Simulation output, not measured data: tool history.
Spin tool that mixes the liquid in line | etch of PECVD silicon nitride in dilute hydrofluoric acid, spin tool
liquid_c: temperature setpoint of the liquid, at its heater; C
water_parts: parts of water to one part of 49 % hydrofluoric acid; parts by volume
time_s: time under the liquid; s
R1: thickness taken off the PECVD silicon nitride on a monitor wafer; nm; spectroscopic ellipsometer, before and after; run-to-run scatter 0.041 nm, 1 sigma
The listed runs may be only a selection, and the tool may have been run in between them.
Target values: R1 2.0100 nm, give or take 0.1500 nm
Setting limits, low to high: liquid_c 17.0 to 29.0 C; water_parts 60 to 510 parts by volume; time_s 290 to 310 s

Run 1, hour 0.0: liquid_c 21.0 C, water_parts 285 parts by volume, time_s 290 s. Result: R1 2.7905 nm.
Run 2, hour 5.4: liquid_c 21.0 C, water_parts 285 parts by volume, time_s 310 s. Result: R1 3.0095 nm.
Run 3, hour 7.1: liquid_c 21.0 C, water_parts 285 parts by volume, time_s 310 s. Result: R1 3.0102 nm.
Run 4, hour 9.3: liquid_c 21.0 C, water_parts 285 parts by volume, time_s 290 s. Result: R1 2.9698 nm.
Run 5, hour 17.0: liquid_c 21.0 C, water_parts 285 parts by volume, time_s 310 s. Result: R1 2.9737 nm.
Run 6, hour 21.5: liquid_c 20.5 C, water_parts 295 parts by volume, time_s 310 s. Result: R1 2.8958 nm.
Run 7, hour 23.5: liquid_c 17.5 C, water_parts 375 parts by volume, time_s 305 s. Result: R1 1.8025 nm.
Run 8, hour 27.0: liquid_c 17.5 C, water_parts 375 parts by volume, time_s 305 s. Result: R1 1.8021 nm.

5 next moves are on the table. One of them brings every result within its allowed miss. Which?
Run A, hour 30.5: liquid_c 17.5 C, water_parts 420 parts by volume, time_s 290 s. Result: R1 ?.
Run B, hour 30.5: liquid_c 19.0 C, water_parts 440 parts by volume, time_s 290 s. Result: R1 ?.
Run C, hour 30.5: liquid_c 17.0 C, water_parts 445 parts by volume, time_s 300 s. Result: R1 ?.
Run D, hour 30.5: liquid_c 17.0 C, water_parts 345 parts by volume, time_s 310 s. Result: R1 ?.
Run E, hour 30.5: liquid_c 17.0 C, water_parts 375 parts by volume, time_s 290 s. Result: R1 ?.

move      R1
   A  1.5763
   B  1.6560
   C  1.4962
   D  1.9657
   E  1.6995
A: misses by more than the last run did
B: misses by more than the last run did
C: misses by more than the last run did
D: all results land within tolerance of their targets
E: misses by more than the last run did
The move that meets every target is D.

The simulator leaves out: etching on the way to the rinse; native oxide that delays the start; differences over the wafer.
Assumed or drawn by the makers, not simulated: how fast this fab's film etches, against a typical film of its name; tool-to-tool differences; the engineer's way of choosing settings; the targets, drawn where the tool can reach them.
